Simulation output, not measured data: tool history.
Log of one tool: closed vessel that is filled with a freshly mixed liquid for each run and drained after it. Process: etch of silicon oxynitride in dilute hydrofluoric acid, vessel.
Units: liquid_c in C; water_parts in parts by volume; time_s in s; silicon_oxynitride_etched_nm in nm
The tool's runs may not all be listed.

run	hour	liquid_c	water_parts	time_s	silicon_oxynitride_etched_nm
1	0.0	24.0	40	355	26.578
2	5.3	26.0	40	355	28.833
3	12.5	22.5	40	355	24.898
4	17.1	23.5	40	355	25.931
5	18.3	24.5	40	355	27.181
6	23.9	23.0	40	355	25.386
7	30.9	24.0	40	355	26.979
8	38.4	25.0	40	355	27.504
9	47.8	25.5	40	355	28.414
10	54.6	26.0	40	355	29.767
11	62.5	26.5	40	355	29.658

Run 12 comes next. What will it give?
12	67.1	27.0	40	355	?

{"run 12": {"silicon_oxynitride_etched_nm": 30.416}}

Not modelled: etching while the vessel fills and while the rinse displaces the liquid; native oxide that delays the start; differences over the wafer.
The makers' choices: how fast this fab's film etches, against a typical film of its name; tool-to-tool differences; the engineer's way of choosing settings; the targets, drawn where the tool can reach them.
